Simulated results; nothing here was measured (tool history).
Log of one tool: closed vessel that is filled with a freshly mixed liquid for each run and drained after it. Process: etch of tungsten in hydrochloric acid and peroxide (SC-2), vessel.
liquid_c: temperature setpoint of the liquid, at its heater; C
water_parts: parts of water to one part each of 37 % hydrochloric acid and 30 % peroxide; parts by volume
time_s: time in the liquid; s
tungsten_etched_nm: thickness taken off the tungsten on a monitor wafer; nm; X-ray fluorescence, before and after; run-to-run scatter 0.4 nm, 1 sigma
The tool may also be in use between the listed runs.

run	day	liquid_c	water_parts	time_s	tungsten_etched_nm
1	0	61	9.5	30	22.929
2	0.192	56.5	9.5	30	17.266
3	0.217	59.5	9	30	21.582
4	0.342	62	8.5	30	26.793
5	0.625	57	8.5	30	19.344
6	0.758	59.5	8.5	30	22.786
7	1.05	62	8.5	30	26.799
8	1.412	70	7.5	30	47.474

What does the tool deliver on the next run?
9	1.492	70.5	7.5	30	?

{"run 9": {"tungsten_etched_nm": 48.839}}

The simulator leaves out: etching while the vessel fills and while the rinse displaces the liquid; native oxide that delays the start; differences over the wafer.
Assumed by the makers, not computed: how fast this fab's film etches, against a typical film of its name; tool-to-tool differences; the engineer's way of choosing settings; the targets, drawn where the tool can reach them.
